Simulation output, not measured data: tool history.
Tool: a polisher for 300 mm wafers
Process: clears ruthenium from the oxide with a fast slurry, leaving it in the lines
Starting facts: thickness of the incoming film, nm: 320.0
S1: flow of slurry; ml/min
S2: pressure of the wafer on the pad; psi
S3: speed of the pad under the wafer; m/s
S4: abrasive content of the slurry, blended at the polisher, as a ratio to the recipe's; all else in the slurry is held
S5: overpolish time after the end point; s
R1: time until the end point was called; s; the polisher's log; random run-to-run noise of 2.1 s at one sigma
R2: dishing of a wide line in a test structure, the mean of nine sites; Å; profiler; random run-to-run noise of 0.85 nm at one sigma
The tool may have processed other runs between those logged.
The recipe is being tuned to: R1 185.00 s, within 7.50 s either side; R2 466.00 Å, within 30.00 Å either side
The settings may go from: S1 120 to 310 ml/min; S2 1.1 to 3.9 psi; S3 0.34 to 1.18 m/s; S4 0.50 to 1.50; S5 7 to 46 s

run  hour   S1   S2    S3    S4  S5      R1      R2
  1   0.0  200  2.5  0.76  1.00  24  113.70  556.56
  2   4.2  200  2.3  0.76  1.00  25  122.09  539.43
  3   9.4  200  2.1  0.76  1.00  26  136.78  494.29
  4  16.2  200  2.1  0.76  0.95  26  136.21  490.33
  5  17.2  200  2.1  0.66  0.95  26  156.26  450.53
  6  25.6  200  2.0  0.66  0.95  27  167.34  422.03
  7  30.4  200  2.0  0.66  0.95  28  163.48  432.64
  8  32.4  200  1.9  0.66  0.95  30  175.17  446.78
  9  34.4  200  1.9  0.66  0.95  31  175.54  447.11
 10  36.3  200  1.9  0.66  0.95  32  170.48  475.02

Exercise: of the 4 proposed moves below, exactly one satisfies all targets within the stated allowed misses. Which move is it?
  A  38.2  180  1.9  0.58  1.10  28   ?   ?
  B  38.2  180  1.7  0.76  1.05  35   ?   ?
  C  38.2  205  1.9  0.64  0.90  33   ?   ?
  D  38.2  170  2.1  0.50  1.05  37   ?   ?

move      R1      R2
   A  187.71  402.80
   B  166.00  548.92
   C  187.63  467.45
   D  202.29  484.12
A: brings the last run's worst result on target, with another outside its allowed miss
B: misses by more than the last run did
C: meets every target
D: pushes the last run's worst result past its target
C is the move that brings every result within its allowed miss.
